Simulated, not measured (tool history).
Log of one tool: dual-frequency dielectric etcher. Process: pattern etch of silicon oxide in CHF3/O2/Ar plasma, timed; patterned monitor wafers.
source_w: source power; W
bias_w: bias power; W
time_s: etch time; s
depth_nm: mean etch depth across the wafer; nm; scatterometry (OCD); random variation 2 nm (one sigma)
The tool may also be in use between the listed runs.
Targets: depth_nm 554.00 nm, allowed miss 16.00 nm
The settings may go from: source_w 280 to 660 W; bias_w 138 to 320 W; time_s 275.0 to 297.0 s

run 1 hour=0.0 | source_w=470 bias_w=229 time_s=297.0 | depth_nm=623.22
run 2 hour=2.0 | source_w=410 bias_w=229 time_s=297.0 | depth_nm=590.36
run 3 hour=4.9 | source_w=450 bias_w=229 time_s=297.0 | depth_nm=614.32
run 4 hour=8.0 | source_w=440 bias_w=227 time_s=296.5 | depth_nm=607.35
run 5 hour=8.9 | source_w=430 bias_w=225 time_s=296.0 | depth_nm=597.87
run 6 hour=13.6 | source_w=490 bias_w=225 time_s=296.0 | depth_nm=632.87
run 7 hour=19.8 | source_w=470 bias_w=222 time_s=295.5 | depth_nm=618.45
run 8 hour=20.9 | source_w=460 bias_w=219 time_s=295.0 | depth_nm=611.34
run 9 hour=28.3 | source_w=450 bias_w=217 time_s=294.0 | depth_nm=602.04
run 10 hour=37.3 | source_w=440 bias_w=215 time_s=293.5 | depth_nm=590.69
run 11 hour=45.1 | source_w=430 bias_w=214 time_s=293.0 | depth_nm=585.69
run 12 hour=50.7 | source_w=420 bias_w=213 time_s=292.5 | depth_nm=578.11
run 13 hour=59.7 | source_w=410 bias_w=212 time_s=292.5 | depth_nm=567.28

5 next moves are on the table. One of them brings every result within its allowed miss. Which?
run A hour=68.7 | source_w=430 bias_w=225 time_s=290.0 | depth_nm=?
run B hour=68.7 | source_w=450 bias_w=236 time_s=281.0 | depth_nm=?
run C hour=68.7 | source_w=490 bias_w=199 time_s=284.5 | depth_nm=?
run D hour=68.7 | source_w=440 bias_w=219 time_s=297.0 | depth_nm=?
run E hour=68.7 | source_w=430 bias_w=213 time_s=275.0 | depth_nm=?

move=A depth_nm=587.17
move=B depth_nm=587.15
move=C depth_nm=594.14
move=D depth_nm=603.84
move=E depth_nm=549.90
A: further off than the last run
B: further off than the last run
C: further off than the last run
D: further off than the last run
E: meets every target
Answer: E
